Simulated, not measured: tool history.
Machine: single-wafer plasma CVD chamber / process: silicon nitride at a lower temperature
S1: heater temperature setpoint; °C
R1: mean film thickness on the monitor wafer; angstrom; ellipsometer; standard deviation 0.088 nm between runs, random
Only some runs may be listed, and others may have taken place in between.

run 1 hour=0.0 | S1=360 chamber_pressure_(Torr)=2.08 RF_power_(kW)=0.250 deposition_time_(s)=19.3 | R1=215.92
run 2 hour=1.1 | S1=360 chamber_pressure_(Torr)=2.08 RF_power_(kW)=0.250 deposition_time_(s)=19.3 | R1=217.93
run 3 hour=2.3 | S1=360 chamber_pressure_(Torr)=1.88 RF_power_(kW)=0.250 deposition_time_(s)=19.3 | R1=211.61
run 4 hour=3.7 | S1=360 chamber_pressure_(Torr)=1.88 RF_power_(kW)=0.230 deposition_time_(s)=19.3 | R1=196.51
run 5 hour=11.3 | S1=360 chamber_pressure_(Torr)=1.83 RF_power_(kW)=0.225 deposition_time_(s)=19.3 | R1=189.38
run 6 hour=17.2 | S1=360 chamber_pressure_(Torr)=2.08 RF_power_(kW)=0.225 deposition_time_(s)=19.3 | R1=195.08
run 7 hour=22.6 | S1=360 chamber_pressure_(Torr)=2.04 RF_power_(kW)=0.220 deposition_time_(s)=19.3 | R1=187.35

Expected results for the next run?
run 8 hour=31.5 | S1=360 chamber_pressure_(Torr)=2.02 RF_power_(kW)=0.220 deposition_time_(s)=19.3 | R1=?

R1: 187.51 angstrom
